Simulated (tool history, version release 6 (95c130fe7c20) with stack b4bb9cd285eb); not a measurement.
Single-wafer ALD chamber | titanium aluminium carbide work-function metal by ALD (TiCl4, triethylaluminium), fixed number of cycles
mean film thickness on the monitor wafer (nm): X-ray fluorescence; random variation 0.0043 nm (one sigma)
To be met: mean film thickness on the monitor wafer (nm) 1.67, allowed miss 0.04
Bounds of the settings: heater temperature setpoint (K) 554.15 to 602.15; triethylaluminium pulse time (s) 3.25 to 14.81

run,day,heater temperature setpoint (K),triethylaluminium pulse time (s),mean film thickness on the monitor wafer (nm)
1,0,578.15,9.03,2.1132
2,0.35,570.15,9.03,2.034
3,0.604,566.15,7.46,1.9013
4,0.629,576.15,7.46,1.9999
5,0.933,580.15,7.46,2.032
6,1.117,575.15,6.38,1.8845
7,1.433,571.15,5.98,1.7774
8,1.679,569.15,5.88,1.7531
9,2.012,567.15,5.81,1.7253

4 next moves are on the table. One of them brings every result within its allowed miss. Which?
A,2.346,567.15,5.94,?
B,2.346,562.15,5.68,?
C,2.346,572.15,5.87,?
D,2.346,571.15,5.71,?

move,mean film thickness on the monitor wafer (nm)
A,1.7431
B,1.6594
C,1.7768
D,1.7423
A: further off than the last run
B: meets every target
C: further off than the last run
D: further off than the last run
Answer: B
